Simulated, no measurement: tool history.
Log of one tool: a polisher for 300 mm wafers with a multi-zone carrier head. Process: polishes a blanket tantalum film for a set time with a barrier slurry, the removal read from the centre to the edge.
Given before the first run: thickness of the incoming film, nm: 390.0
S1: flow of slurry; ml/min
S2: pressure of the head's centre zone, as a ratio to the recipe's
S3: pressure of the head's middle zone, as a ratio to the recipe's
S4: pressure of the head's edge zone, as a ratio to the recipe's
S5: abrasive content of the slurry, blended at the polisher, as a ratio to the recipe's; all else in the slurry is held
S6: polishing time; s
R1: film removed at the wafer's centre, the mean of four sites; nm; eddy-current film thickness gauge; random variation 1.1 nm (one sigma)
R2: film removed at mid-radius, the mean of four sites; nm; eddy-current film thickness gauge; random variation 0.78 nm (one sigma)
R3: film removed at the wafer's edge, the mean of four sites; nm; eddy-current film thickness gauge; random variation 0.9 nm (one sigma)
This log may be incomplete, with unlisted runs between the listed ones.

{"run": 1, "hour": 0.0, "S1": 125, "S2": 1, "S3": 1, "S4": 1, "S5": 1, "S6": 77, "R1": 82.003, "R2": 85.112, "R3": 86.472}
{"run": 2, "hour": 2.3, "S1": 125, "S2": 0.92, "S3": 1, "S4": 1, "S5": 1, "S6": 77, "R1": 75.729, "R2": 84.311, "R3": 85.977}
{"run": 3, "hour": 6.3, "S1": 155, "S2": 0.92, "S3": 1, "S4": 1, "S5": 1, "S6": 77, "R1": 80.664, "R2": 89.444, "R3": 88.941}
{"run": 4, "hour": 9.7, "S1": 160, "S2": 0.94, "S3": 1.03, "S4": 1.03, "S5": 1.1, "S6": 77, "R1": 84.914, "R2": 95.306, "R3": 93.34}
{"run": 5, "hour": 16.8, "S1": 160, "S2": 0.94, "S3": 1.03, "S4": 1.03, "S5": 1.1, "S6": 61, "R1": 67.721, "R2": 75.873, "R3": 75.239}
{"run": 6, "hour": 22.0, "S1": 160, "S2": 0.94, "S3": 1.03, "S4": 1.06, "S5": 1.1, "S6": 61, "R1": 68.137, "R2": 76.623, "R3": 74.515}
{"run": 7, "hour": 30.9, "S1": 160, "S2": 0.95, "S3": 1.05, "S4": 1.06, "S5": 1.2, "S6": 65, "R1": 75.11, "R2": 82.684, "R3": 81.954}
{"run": 8, "hour": 39.0, "S1": 165, "S2": 0.95, "S3": 1.08, "S4": 1.06, "S5": 1.25, "S6": 68, "R1": 79.388, "R2": 91.356, "R3": 87.438}
{"run": 9, "hour": 42.4, "S1": 170, "S2": 0.96, "S3": 1.1, "S4": 1.07, "S5": 1.3, "S6": 70, "R1": 84.743, "R2": 97.907, "R3": 92.035}
{"run": 10, "hour": 44.3, "S1": 175, "S2": 0.97, "S3": 1.11, "S4": 1.08, "S5": 1.35, "S6": 72, "R1": 88.427, "R2": 102.41, "R3": 94.494}
{"run": 11, "hour": 51.2, "S1": 175, "S2": 0.97, "S3": 1.12, "S4": 1.09, "S5": 1.4, "S6": 74, "R1": 91.286, "R2": 106.28, "R3": 99.203}
{"run": 12, "hour": 60.0, "S1": 175, "S2": 0.98, "S3": 1.13, "S4": 1.1, "S5": 1.4, "S6": 75, "R1": 94.775, "R2": 109.27, "R3": 99.692}

Estimate the outcome of run 13 from the log above:
{"run": 13, "hour": 66.4, "S1": 175, "S2": 0.98, "S3": 1.13, "S4": 1.1, "S5": 1.4, "S6": 76, "R1": "?", "R2": "?", "R3": "?"}

R1: 96.057 nm
R2: 111.03 nm
R3: 102.42 nm

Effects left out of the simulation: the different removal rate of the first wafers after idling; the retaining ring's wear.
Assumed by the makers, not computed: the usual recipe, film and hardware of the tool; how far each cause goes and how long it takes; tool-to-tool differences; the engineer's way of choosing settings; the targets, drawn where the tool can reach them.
